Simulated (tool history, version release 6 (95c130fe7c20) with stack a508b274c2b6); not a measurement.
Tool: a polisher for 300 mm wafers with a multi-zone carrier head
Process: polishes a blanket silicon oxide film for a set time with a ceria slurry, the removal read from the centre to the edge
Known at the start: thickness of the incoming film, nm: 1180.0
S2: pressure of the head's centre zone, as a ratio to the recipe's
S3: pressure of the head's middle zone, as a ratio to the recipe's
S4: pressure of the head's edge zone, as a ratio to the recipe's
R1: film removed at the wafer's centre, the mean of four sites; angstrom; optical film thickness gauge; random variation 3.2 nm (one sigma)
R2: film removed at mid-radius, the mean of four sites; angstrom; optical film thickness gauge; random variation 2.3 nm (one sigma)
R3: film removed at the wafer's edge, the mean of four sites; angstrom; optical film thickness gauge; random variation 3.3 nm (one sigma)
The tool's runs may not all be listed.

run 1 hour=0.0 | flow_of_slurry_(ml/min)=280 S2=1.00 S3=1.00 S4=1.00 polishing_time_(s)=47 | R1=3077.8 R2=2992.5 R3=2926.6
run 2 hour=5.3 | flow_of_slurry_(ml/min)=280 S2=1.00 S3=1.00 S4=1.00 polishing_time_(s)=57 | R1=3617.9 R2=3607.5 R3=3476.5
run 3 hour=11.0 | flow_of_slurry_(ml/min)=265 S2=0.95 S3=0.98 S4=1.01 polishing_time_(s)=57 | R1=3455.2 R2=3530.2 R3=3516.8
run 4 hour=14.1 | flow_of_slurry_(ml/min)=265 S2=0.95 S3=0.98 S4=1.01 polishing_time_(s)=50 | R1=3057.2 R2=3092.3 R3=3099.5
run 5 hour=21.2 | flow_of_slurry_(ml/min)=265 S2=0.95 S3=0.98 S4=0.95 polishing_time_(s)=50 | R1=3025.2 R2=3103.0 R3=2994.9
run 6 hour=28.5 | flow_of_slurry_(ml/min)=280 S2=0.92 S3=0.99 S4=1.00 polishing_time_(s)=51 | R1=3057.9 R2=3230.5 R3=3140.2

Forecast run 7:
run 7 hour=33.1 | flow_of_slurry_(ml/min)=280 S2=0.90 S3=0.99 S4=1.04 polishing_time_(s)=51 | R1=? R2=? R3=?

R1: 2994.6 angstrom
R2: 3205.7 angstrom
R3: 3149.3 angstrom

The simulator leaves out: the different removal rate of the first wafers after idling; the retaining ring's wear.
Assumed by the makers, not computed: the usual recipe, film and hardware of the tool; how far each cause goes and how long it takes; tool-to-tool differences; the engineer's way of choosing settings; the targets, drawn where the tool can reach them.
